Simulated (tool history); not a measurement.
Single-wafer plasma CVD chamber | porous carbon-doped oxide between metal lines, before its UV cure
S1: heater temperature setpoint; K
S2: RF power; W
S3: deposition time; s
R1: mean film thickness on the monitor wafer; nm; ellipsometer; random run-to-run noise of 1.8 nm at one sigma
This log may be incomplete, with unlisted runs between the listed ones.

run    day      S1   S2    S3      R1
  1      0  563.15  645  60.5  421.64
  2  0.271  563.15  645  62.4  431.41
  3  0.562  563.15  695  62.4  462.28
  4  0.854  567.15  690  62.4  450.06
  5  1.088  567.15  690  62.4   449.7
  6  1.383  567.15  690  60.5  432.94
  7    1.5  570.15  685  60.5  426.06
  8  1.646  572.15  680  60.5  418.28
  9  1.858  572.15  680  60.5  420.85
 10  2.167  574.15  675  60.5  410.29
 11  2.362  576.15  675  60.5  410.08
 12  2.462  577.15  670  60.5  402.56

Expected results for the next run?
 13  2.55  578.15  670  60.5   ?

R1: 402.1 nm
